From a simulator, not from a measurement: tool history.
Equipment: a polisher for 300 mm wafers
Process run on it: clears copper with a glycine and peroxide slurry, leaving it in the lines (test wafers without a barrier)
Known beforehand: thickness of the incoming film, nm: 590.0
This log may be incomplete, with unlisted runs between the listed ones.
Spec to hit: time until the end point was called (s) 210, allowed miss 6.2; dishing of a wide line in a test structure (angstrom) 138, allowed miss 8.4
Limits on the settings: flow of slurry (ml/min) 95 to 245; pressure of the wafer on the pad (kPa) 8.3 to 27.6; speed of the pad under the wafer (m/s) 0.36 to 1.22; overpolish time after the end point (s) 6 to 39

run  hour  flow of slurry (ml/min)  pressure of the wafer on the pad (kPa)  speed of the pad under the wafer (m/s)  overpolish time after the end point (s)  time until the end point was called (s)  dishing of a wide line in a test structure (angstrom)
  1     0                      155                                    17.9                                    0.78                                       20                                   156.27                                                  451.1
  2   2.4                      155                                    17.9                                    0.84                                       20                                   154.67                                                 468.02
  3   4.7                      155                                    17.9                                    0.64                                       20                                   173.75                                                 418.83
  4   9.5                      155                                    17.9                                    0.64                                       13                                   173.08                                                 290.66
  5  12.4                      180                                    17.9                                    0.64                                       13                                   168.19                                                 305.13
  6  20.9                      180                                    17.9                                    0.64                                       21                                   168.16                                                 442.56
  7    28                      135                                    13.1                                    0.86                                       11                                   182.97                                                 240.58
  8  32.1                       95                                     8.3                                       1                                        6                                   238.29                                                 105.59
  9  33.3                      105                                     8.3                                       1                                        6                                   231.93                                                 112.79
 10  34.7                      115                                     8.3                                       1                                        6                                   226.91                                                 114.67
 11  36.8                      115                                     8.3                                       1                                        6                                   227.05                                                 115.34
     42.3  -- head pressure recalibrated
 12  42.3                      120                                     8.3                                       1                                        6                                   234.12                                                 109.31
 13  49.7                      120                                       9                                       1                                        6                                   229.14                                                 109.98
 14  56.1                      120                                     9.7                                    0.98                                        6                                   220.43                                                 112.31
 15    59                      140                                    10.3                                    0.98                                       11                                   203.94                                                 212.38
 16  64.2                      140                                    10.3                                    0.98                                       11                                   206.13                                                 211.26
 17  70.9                      130                                    10.3                                    0.98                                       10                                   209.31                                                 194.28
 18  76.4                      125                                    10.3                                    0.96                                        9                                   216.59                                                 169.11
 19    85                      125                                    10.3                                    0.96                                        8                                   214.65                                                  154.3

5 next moves are on the table. One of them brings every result within its allowed miss. Which?
  A  93.6                      125                                    11.7                                       1                                        8                                        ?                                                      ?
  B  93.6                      130                                      11                                    1.06                                        8                                        ?                                                      ?
  C  93.6                      100                                    12.4                                    0.96                                        8                                        ?                                                      ?
  D  93.6                      130                                     9.7                                    1.16                                        8                                        ?                                                      ?
  E  93.6                      100                                    11.7                                       1                                        7                                        ?                                                      ?

move  time until the end point was called (s)  dishing of a wide line in a test structure (angstrom)
   A                                   198.09                                                 165.69
   B                                    196.8                                                 166.46
   C                                   208.21                                                  158.4
   D                                   201.02                                                  162.8
   E                                   210.36                                                 138.39
A: further off than the last run
B: further off than the last run
C: further off than the last run
D: further off than the last run
E: in spec on every target
The right move is E.

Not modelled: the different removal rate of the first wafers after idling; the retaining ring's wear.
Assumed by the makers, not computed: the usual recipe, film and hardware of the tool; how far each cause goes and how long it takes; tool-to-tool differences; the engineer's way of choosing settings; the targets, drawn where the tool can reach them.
